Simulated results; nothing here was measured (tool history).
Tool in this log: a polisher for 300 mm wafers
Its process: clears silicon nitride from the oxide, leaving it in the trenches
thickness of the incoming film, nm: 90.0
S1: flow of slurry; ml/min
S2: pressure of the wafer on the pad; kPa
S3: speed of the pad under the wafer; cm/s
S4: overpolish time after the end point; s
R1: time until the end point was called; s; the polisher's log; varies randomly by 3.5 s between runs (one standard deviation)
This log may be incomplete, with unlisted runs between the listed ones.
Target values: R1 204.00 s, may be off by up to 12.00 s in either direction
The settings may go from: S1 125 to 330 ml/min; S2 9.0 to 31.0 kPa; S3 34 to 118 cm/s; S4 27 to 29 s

| run | hour | S1 | S2 | S3 | S4 | R1 |
|---|---|---|---|---|---|---|
| 1 | 0.0 | 210 | 20.0 | 76 | 27 | 153.96 |
| 2 | 3.9 | 210 | 24.8 | 76 | 27 | 123.56 |
| 3 | 11.2 | 210 | 22.1 | 74 | 27 | 136.07 |
| 4 | 19.4 | 210 | 25.5 | 74 | 27 | 122.26 |
| 5 | 26.1 | 210 | 22.8 | 72 | 27 | 140.73 |
| 6 | 33.0 | 180 | 22.8 | 72 | 27 | 145.47 |
| 7 | 41.1 | 180 | 20.7 | 70 | 27 | 162.05 |
| 8 | 48.4 | 180 | 15.2 | 66 | 27 | 219.74 |

Next run, 4 choices. One meets every target within its allowed miss, the rest don't. Which?
| A | 55.7 | 160 | 15.2 | 60 | 29 | ? |
| B | 55.7 | 175 | 13.1 | 68 | 27 | ? |
| C | 55.7 | 195 | 17.2 | 44 | 29 | ? |
| D | 55.7 | 170 | 17.2 | 62 | 28 | ? |

| move | R1 |
|---|---|
| A | 241.47 |
| B | 254.94 |
| C | 241.25 |
| D | 207.36 |
A: moves away from the targets compared with the last run
B: moves away from the targets compared with the last run
C: moves away from the targets compared with the last run
D: each result inside its tolerance
Answer: D
